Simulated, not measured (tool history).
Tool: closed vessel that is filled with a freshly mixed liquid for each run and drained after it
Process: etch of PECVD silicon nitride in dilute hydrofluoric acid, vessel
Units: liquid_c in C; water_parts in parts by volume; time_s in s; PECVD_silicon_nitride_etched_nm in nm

run  hour  liquid_c  water_parts  time_s  PECVD_silicon_nitride_etched_nm
  1   0.0      23.0          100     475                          10.7550
  2   7.7      23.0          135     475                           7.9912
  3  10.2      23.0          135     475                           7.9579
  4  12.9      23.0          155     475                           6.9244
  5  18.4      26.0          155     475                           8.5356
  6  27.4      23.5          155     475                           7.1637
  7  34.8      25.0          140     475                           8.7917
  8  38.3      26.0          125     475                          10.4100
  9  41.9      27.0          115     475                          12.1390

Run 10 comes next. What will it give?
 10  44.6      28.0          105     475                                ?

{"run 10": {"PECVD_silicon_nitride_etched_nm": 14.142}}

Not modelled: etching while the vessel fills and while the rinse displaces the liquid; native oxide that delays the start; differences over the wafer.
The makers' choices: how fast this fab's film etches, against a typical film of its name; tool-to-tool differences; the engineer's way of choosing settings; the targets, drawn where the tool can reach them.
